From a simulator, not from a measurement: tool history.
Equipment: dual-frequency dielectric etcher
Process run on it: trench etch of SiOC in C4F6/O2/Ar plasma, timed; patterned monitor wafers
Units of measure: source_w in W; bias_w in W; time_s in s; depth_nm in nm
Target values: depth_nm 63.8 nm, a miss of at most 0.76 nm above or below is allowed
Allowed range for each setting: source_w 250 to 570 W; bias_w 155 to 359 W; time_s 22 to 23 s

{"run": 1, "hour": 0.0, "source_w": 410, "bias_w": 257, "time_s": 22, "depth_nm": 52.462}
{"run": 2, "hour": 7.8, "source_w": 410, "bias_w": 217, "time_s": 22, "depth_nm": 47.733}
{"run": 3, "hour": 9.4, "source_w": 440, "bias_w": 231, "time_s": 22, "depth_nm": 51.142}
{"run": 4, "hour": 16.0, "source_w": 470, "bias_w": 239, "time_s": 22, "depth_nm": 53.758}
{"run": 5, "hour": 21.2, "source_w": 440, "bias_w": 239, "time_s": 22, "depth_nm": 52.195}
{"run": 6, "hour": 23.5, "source_w": 380, "bias_w": 239, "time_s": 22, "depth_nm": 48.604}
{"run": 7, "hour": 25.5, "source_w": 460, "bias_w": 290, "time_s": 22, "depth_nm": 59.079}
{"run": 8, "hour": 30.4, "source_w": 470, "bias_w": 290, "time_s": 22, "depth_nm": 59.396}
{"run": 9, "hour": 39.2, "source_w": 480, "bias_w": 290, "time_s": 22, "depth_nm": 60.186}
{"run": 10, "hour": 41.1, "source_w": 490, "bias_w": 290, "time_s": 22, "depth_nm": 60.65}
{"run": 11, "hour": 42.6, "source_w": 500, "bias_w": 290, "time_s": 22, "depth_nm": 61.104}
{"run": 12, "hour": 45.2, "source_w": 510, "bias_w": 290, "time_s": 22, "depth_nm": 61.909}
{"run": 13, "hour": 49.8, "source_w": 520, "bias_w": 290, "time_s": 22, "depth_nm": 61.809}
{"run": 14, "hour": 50.4, "source_w": 530, "bias_w": 290, "time_s": 22, "depth_nm": 62.49}

Below are 5 possible settings for the next run. Only one of them brings all results inside the allowed miss of their targets. Which is it?
{"run": "A", "hour": 51.0, "source_w": 560, "bias_w": 270, "time_s": 22, "depth_nm": "?"}
{"run": "B", "hour": 51.0, "source_w": 490, "bias_w": 284, "time_s": 22.5, "depth_nm": "?"}
{"run": "C", "hour": 51.0, "source_w": 500, "bias_w": 279, "time_s": 23, "depth_nm": "?"}
{"run": "D", "hour": 51.0, "source_w": 560, "bias_w": 265, "time_s": 23, "depth_nm": "?"}
{"run": "E", "hour": 51.0, "source_w": 500, "bias_w": 269, "time_s": 23, "depth_nm": "?"}

move=A depth_nm=61.906
move=B depth_nm=61.33
move=C depth_nm=62.667
move=D depth_nm=64.09
move=E depth_nm=61.478
A: lands further from the targets than the last run did
B: lands further from the targets than the last run did
C: better than the last run, though not everything is in spec
D: meets every target
E: lands further from the targets than the last run did
So the answer is move D, the one that meets all the targets.

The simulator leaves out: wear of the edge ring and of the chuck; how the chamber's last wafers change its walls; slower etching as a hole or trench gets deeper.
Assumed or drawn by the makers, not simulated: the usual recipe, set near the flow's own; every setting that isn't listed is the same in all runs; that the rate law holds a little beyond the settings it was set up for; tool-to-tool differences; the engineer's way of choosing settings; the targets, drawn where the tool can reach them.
